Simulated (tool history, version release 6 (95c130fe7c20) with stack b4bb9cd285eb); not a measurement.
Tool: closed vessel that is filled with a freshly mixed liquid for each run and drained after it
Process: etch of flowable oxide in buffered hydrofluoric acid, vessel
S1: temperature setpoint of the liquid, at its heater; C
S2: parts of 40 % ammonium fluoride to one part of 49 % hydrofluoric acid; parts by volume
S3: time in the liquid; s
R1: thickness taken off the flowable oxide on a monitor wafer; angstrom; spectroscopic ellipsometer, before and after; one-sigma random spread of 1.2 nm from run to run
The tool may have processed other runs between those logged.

run	hour	S1	S2	S3	R1
1	0.0	23.0	10.0	85	2189.6
2	6.6	19.5	10.0	85	1782.4
3	14.3	19.5	10.0	90	1887.5
4	16.2	21.5	10.0	90	2119.8
5	22.6	19.0	10.0	90	1852.1
6	29.7	18.5	10.0	90	1778.5
# hour 32.9: thermometer replaced
7	32.9	18.0	10.0	90	1575.9

What will run 8 give?
8	36.8	18.5	10.0	90	?

R1: 1594.4 angstrom
